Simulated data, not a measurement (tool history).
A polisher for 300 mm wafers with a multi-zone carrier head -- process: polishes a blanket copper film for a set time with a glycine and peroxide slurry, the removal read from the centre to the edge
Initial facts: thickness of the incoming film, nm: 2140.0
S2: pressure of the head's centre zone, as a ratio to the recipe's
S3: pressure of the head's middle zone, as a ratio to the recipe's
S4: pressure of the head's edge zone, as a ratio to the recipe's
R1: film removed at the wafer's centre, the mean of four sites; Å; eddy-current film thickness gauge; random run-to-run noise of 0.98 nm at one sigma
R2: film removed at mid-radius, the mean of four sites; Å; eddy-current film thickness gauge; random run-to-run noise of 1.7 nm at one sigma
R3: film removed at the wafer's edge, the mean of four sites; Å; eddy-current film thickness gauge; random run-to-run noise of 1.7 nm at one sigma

Run 1, hour 0: flow of slurry (ml/min) 290, S2 1, S3 1, S4 1, polishing time (s) 36. Result: R1 1521.8 Å, R2 1529.7 Å, R3 1583.7 Å.
Run 2, hour 8.6: flow of slurry (ml/min) 255, S2 1, S3 1, S4 1, polishing time (s) 36. Result: R1 1497.6 Å, R2 1486.4 Å, R3 1552.4 Å.
Run 3, hour 10.4: flow of slurry (ml/min) 255, S2 1, S3 1.06, S4 1, polishing time (s) 36. Result: R1 1512.9 Å, R2 1562.7 Å, R3 1531 Å.
Run 4, hour 17.9: flow of slurry (ml/min) 250, S2 0.99, S3 1.03, S4 1, polishing time (s) 36. Result: R1 1508.6 Å, R2 1551.3 Å, R3 1561.8 Å.
Run 5, hour 18.7: flow of slurry (ml/min) 250, S2 0.99, S3 1.03, S4 0.95, polishing time (s) 36. Result: R1 1489.5 Å, R2 1517.9 Å, R3 1542 Å.
Run 6, hour 20.6: flow of slurry (ml/min) 180, S2 0.99, S3 1.03, S4 0.95, polishing time (s) 36. Result: R1 1425.9 Å, R2 1505.9 Å, R3 1463.8 Å.
Run 7, hour 26.6: flow of slurry (ml/min) 185, S2 0.98, S3 1, S4 0.95, polishing time (s) 36. Result: R1 1397.5 Å, R2 1428.8 Å, R3 1472.4 Å.

What does the tool deliver on the next run?
Run 8, hour 33.9: flow of slurry (ml/min) 185, S2 0.97, S3 0.99, S4 0.95, polishing time (s) 36. Result: R1 ?, R2 ?, R3 ?.

R1: 1392.9 Å
R2: 1410.5 Å
R3: 1440.3 Å
